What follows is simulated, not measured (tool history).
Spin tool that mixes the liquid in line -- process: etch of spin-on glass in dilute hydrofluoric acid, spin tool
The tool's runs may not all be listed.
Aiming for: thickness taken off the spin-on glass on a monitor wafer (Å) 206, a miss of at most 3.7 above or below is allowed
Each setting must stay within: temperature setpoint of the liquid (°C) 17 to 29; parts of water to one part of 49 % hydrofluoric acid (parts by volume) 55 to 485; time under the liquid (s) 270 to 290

run,hour,temperature setpoint of the liquid (°C),parts of water to one part of 49 % hydrofluoric acid (parts by volume),time under the liquid (s),thickness taken off the spin-on glass on a monitor wafer (Å)
1,0,21,270,270,260.87
2,5.4,20.5,275,270,248.65
3,6.6,18.5,275,270,231.36
4,14.1,17,275,270,218.47
5,18.2,17,275,290,236.58
6,26.5,17,280,290,231.41
7,34.9,17,285,290,223.43
8,41.7,17,290,290,219.26
9,46.7,17,295,290,216.48
10,53,17,300,290,212.11

Next run, 5 choices. One meets every target within its allowed miss, the rest don't. Which?
A,59.3,18.5,305,290,?
B,59.3,17,300,285,?
C,59.3,17,290,285,?
D,59.3,17.5,275,270,?
E,59.3,20,300,270,?

move,thickness taken off the spin-on glass on a monitor wafer (Å)
A,217.46
B,206.26
C,215.17
D,221.92
E,218.47
A: moves away from the targets compared with the last run
B: meets every target
C: moves away from the targets compared with the last run
D: moves away from the targets compared with the last run
E: moves away from the targets compared with the last run
So the answer is move B, the one that meets all the targets.
